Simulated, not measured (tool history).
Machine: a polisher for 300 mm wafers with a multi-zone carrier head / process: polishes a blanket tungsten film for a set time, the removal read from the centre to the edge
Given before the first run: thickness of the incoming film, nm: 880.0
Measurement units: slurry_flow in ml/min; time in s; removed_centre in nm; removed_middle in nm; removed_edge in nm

run,hour,slurry_flow,centre_zone,middle_zone,edge_zone,slurry_solids,time,removed_centre,removed_middle,removed_edge
1,0.0,255,1.00,1.00,1.00,1.00,47,317.52,315.92,315.77
2,5.5,255,1.00,1.00,1.00,1.10,47,324.10,324.21,336.15
3,6.7,210,1.00,1.00,1.00,1.10,47,320.99,319.00,321.57
4,11.3,215,1.04,1.00,1.00,1.20,49,356.75,348.96,350.06
5,17.3,220,1.07,0.98,1.00,1.25,51,388.86,348.42,369.68
6,19.6,230,1.10,0.99,1.00,1.30,53,420.97,384.95,385.89
7,21.8,235,1.12,0.98,1.01,1.35,54,441.76,398.59,396.55
8,23.6,235,1.13,0.97,1.02,1.40,55,463.18,399.11,404.13

The next listed run, before its measurement:
9,26.1,225,1.13,0.97,1.03,1.40,57,?,?,?

Run 9 gave removed_centre 476.88 nm, removed_middle 404.65 nm, removed_edge 428.45 nm.

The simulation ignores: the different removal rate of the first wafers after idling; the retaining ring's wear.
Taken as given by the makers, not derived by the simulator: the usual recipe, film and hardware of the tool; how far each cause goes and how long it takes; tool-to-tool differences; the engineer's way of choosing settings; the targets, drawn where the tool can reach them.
